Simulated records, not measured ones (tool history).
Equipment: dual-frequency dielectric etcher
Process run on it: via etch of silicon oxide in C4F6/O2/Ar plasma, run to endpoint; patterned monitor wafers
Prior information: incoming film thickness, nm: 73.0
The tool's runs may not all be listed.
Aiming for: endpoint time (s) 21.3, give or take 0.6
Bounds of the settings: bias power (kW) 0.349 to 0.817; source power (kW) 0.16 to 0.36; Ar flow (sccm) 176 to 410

run 1 day=0 | bias_power_(kW)=0.583 source_power_(kW)=0.26 Ar_flow_(sccm)=293 | endpoint_time_(s)=18.757
run 2 day=0.154 | bias_power_(kW)=0.544 source_power_(kW)=0.25 Ar_flow_(sccm)=295 | endpoint_time_(s)=19.275
run 3 day=0.208 | bias_power_(kW)=0.544 source_power_(kW)=0.25 Ar_flow_(sccm)=319 | endpoint_time_(s)=19.543
run 4 day=0.512 | bias_power_(kW)=0.544 source_power_(kW)=0.25 Ar_flow_(sccm)=276 | endpoint_time_(s)=19.445
run 5 day=0.625 | bias_power_(kW)=0.514 source_power_(kW)=0.24 Ar_flow_(sccm)=276 | endpoint_time_(s)=20.195
run 6 day=0.658 | bias_power_(kW)=0.498 source_power_(kW)=0.24 Ar_flow_(sccm)=276 | endpoint_time_(s)=20.177
run 7 day=1.025 | bias_power_(kW)=0.48 source_power_(kW)=0.24 Ar_flow_(sccm)=277 | endpoint_time_(s)=20.28
run 8 day=1.192 | bias_power_(kW)=0.464 source_power_(kW)=0.24 Ar_flow_(sccm)=277 | endpoint_time_(s)=20.496

Exactly one of the 5 candidate moves below puts every result within its allowed miss. Which one?
run A day=1.358 | bias_power_(kW)=0.468 source_power_(kW)=0.27 Ar_flow_(sccm)=257 | endpoint_time_(s)=?
run B day=1.358 | bias_power_(kW)=0.571 source_power_(kW)=0.24 Ar_flow_(sccm)=269 | endpoint_time_(s)=?
run C day=1.358 | bias_power_(kW)=0.392 source_power_(kW)=0.31 Ar_flow_(sccm)=265 | endpoint_time_(s)=?
run D day=1.358 | bias_power_(kW)=0.477 source_power_(kW)=0.26 Ar_flow_(sccm)=295 | endpoint_time_(s)=?
run E day=1.358 | bias_power_(kW)=0.462 source_power_(kW)=0.22 Ar_flow_(sccm)=287 | endpoint_time_(s)=?

move=A endpoint_time_(s)=19.708
move=B endpoint_time_(s)=19.503
move=C endpoint_time_(s)=19.685
move=D endpoint_time_(s)=20.103
move=E endpoint_time_(s)=21.521
A: further off than the last run
B: further off than the last run
C: further off than the last run
D: further off than the last run
E: in spec on every target
E meets every target.

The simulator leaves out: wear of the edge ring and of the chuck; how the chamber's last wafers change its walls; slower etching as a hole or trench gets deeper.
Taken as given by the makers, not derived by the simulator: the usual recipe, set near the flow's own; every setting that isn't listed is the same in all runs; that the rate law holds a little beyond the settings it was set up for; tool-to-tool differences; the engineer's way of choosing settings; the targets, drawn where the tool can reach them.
